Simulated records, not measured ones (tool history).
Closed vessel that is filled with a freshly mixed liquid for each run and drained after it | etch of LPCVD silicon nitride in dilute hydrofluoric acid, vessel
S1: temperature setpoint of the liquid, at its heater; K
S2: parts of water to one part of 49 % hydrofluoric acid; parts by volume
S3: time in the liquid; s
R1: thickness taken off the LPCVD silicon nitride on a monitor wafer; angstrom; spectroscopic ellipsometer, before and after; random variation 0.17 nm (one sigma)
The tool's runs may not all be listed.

run  hour      S1   S2    S3      R1
  1     0  297.15   95  2635  138.93
  2   6.2  297.65   95  2635  143.42
  3  11.6  297.65   95  2840  151.67
  4    19  297.65  110  2840  131.92
  5  26.2  298.65  110  2840  140.71
  6  32.4  298.65   90  2840  172.62
  7  34.3  299.15   90  2840  178.55

The next listed run, before its measurement:
  8  36.7  300.15  90  2840   ?

{"run 8": {"R1": 188.45}}
